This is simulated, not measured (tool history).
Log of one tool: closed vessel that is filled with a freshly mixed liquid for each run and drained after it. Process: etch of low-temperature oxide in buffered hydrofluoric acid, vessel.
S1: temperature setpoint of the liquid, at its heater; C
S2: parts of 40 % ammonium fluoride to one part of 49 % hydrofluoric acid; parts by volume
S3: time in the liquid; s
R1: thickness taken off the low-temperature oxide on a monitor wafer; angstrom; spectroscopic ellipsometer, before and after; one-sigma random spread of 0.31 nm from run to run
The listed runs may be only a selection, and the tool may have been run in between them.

run	day	S1	S2	S3	R1
1	0	24	13	30	394.54
2	0.358	24	15	30	345.14
3	0.575	20.5	15	30	283.66
4	0.946	24.5	14	30	380.09
5	1.042	27	13.5	30	451.1
6	1.192	28.5	13	30	504.95

Estimate the outcome of run 7 from the log above:
7	1.525	29.5	13	30	?

For run 7 the tool returned R1 532.13 angstrom.
